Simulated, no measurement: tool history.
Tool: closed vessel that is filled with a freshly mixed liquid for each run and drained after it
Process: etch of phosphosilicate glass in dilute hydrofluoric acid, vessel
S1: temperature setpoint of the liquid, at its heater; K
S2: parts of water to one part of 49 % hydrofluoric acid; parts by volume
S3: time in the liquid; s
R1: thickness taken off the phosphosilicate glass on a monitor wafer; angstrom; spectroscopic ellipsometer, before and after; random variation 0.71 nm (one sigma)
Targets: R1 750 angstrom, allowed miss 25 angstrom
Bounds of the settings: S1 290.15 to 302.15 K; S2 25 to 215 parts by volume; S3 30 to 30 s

run,hour,S1,S2,S3,R1
1,0,294.15,120,30,239.6
2,2.4,294.15,120,30,241.67
3,8.6,294.15,120,30,242.33
4,9.9,295.15,110,30,277.86
5,11.3,296.15,100,30,322.72
# hour 18.2: thermometer replaced
6,18.2,293.65,100,30,314.82
7,23.1,293.65,100,30,311.06
8,30.7,294.15,90,30,356.91
9,34.1,294.65,85,30,395.92

Which of these 5 next moves meets every target?
A,37.5,295.15,65,30,?
B,37.5,294.15,45,30,?
C,37.5,295.15,40,30,?
D,37.5,293.15,40,30,?
E,37.5,297.15,55,30,?

move,R1
A,532.33
B,755.91
C,892.65
D,819.99
E,691.88
A: nearer than the last run, and not there yet
B: meets every target
C: takes the result that was furthest off past its target
D: takes the result that was furthest off past its target
E: nearer than the last run, and not there yet
Move B is the one to make.
